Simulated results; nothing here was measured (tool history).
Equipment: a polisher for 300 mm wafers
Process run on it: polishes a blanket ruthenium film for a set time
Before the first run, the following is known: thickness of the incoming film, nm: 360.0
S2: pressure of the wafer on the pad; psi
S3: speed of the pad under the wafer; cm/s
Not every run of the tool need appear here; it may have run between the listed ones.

Run 1, hour 0.0: flow of slurry (ml/min) 280, S2 1.5 psi, S3 94 cm/s, polishing time (s) 107. Result: film removed (Å) 682.29.
Run 2, hour 1.7: flow of slurry (ml/min) 340, S2 1.5 psi, S3 94 cm/s, polishing time (s) 107. Result: film removed (Å) 697.70.
Run 3, hour 4.0: flow of slurry (ml/min) 340, S2 1.2 psi, S3 94 cm/s, polishing time (s) 107. Result: film removed (Å) 601.68.
Run 4, hour 7.1: flow of slurry (ml/min) 365, S2 1.2 psi, S3 94 cm/s, polishing time (s) 107. Result: film removed (Å) 610.86.
Run 5, hour 15.2: flow of slurry (ml/min) 350, S2 1.0 psi, S3 90 cm/s, polishing time (s) 107. Result: film removed (Å) 522.50.
Run 6, hour 17.7: flow of slurry (ml/min) 350, S2 1.0 psi, S3 90 cm/s, polishing time (s) 113. Result: film removed (Å) 549.14.

What will run 7 give?
Run 7, hour 22.7: flow of slurry (ml/min) 335, S2 0.9 psi, S3 88 cm/s, polishing time (s) 113. Result: film removed (Å) ?.

film removed (Å): 513.43
